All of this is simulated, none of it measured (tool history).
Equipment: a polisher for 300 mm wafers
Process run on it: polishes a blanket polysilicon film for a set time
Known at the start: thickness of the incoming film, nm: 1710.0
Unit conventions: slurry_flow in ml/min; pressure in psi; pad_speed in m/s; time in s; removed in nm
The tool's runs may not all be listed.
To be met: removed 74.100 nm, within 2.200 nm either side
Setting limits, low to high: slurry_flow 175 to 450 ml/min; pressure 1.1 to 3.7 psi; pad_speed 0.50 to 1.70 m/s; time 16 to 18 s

run 1 hour=0.0 | slurry_flow=290 pressure=2.4 pad_speed=1.10 time=18 | removed=117.130
run 2 hour=5.2 | slurry_flow=290 pressure=2.9 pad_speed=1.10 time=18 | removed=139.850
run 3 hour=9.7 | slurry_flow=315 pressure=2.9 pad_speed=1.10 time=18 | removed=141.030
run 4 hour=14.7 | slurry_flow=315 pressure=2.7 pad_speed=1.10 time=18 | removed=131.360
run 5 hour=22.8 | slurry_flow=315 pressure=2.4 pad_speed=1.10 time=18 | removed=118.360
run 6 hour=31.5 | slurry_flow=315 pressure=2.2 pad_speed=1.10 time=18 | removed=108.550
run 7 hour=34.9 | slurry_flow=315 pressure=2.0 pad_speed=1.10 time=18 | removed=99.242
run 8 hour=41.4 | slurry_flow=315 pressure=1.9 pad_speed=1.10 time=18 | removed=94.686
run 9 hour=47.9 | slurry_flow=315 pressure=1.8 pad_speed=1.10 time=18 | removed=89.146
run 10 hour=54.2 | slurry_flow=310 pressure=1.3 pad_speed=1.10 time=18 | removed=65.081

Pick the move, out of 5, that brings all results within their allowed miss; only one does.
run A hour=60.5 | slurry_flow=350 pressure=1.6 pad_speed=1.02 time=18 | removed=?
run B hour=60.5 | slurry_flow=325 pressure=1.5 pad_speed=1.12 time=16 | removed=?
run C hour=60.5 | slurry_flow=345 pressure=1.6 pad_speed=1.10 time=18 | removed=?
run D hour=60.5 | slurry_flow=280 pressure=1.5 pad_speed=1.20 time=18 | removed=?
run E hour=60.5 | slurry_flow=315 pressure=1.4 pad_speed=1.06 time=16 | removed=?

move=A removed=75.062
move=B removed=68.373
move=C removed=80.688
move=D removed=81.458
move=E removed=60.581
A: in spec on every target
B: moves toward the targets from the last run without getting all of them in spec
C: pushes the last run's worst result past its target
D: pushes the last run's worst result past its target
E: lands further from the targets than the last run did
A meets every target.
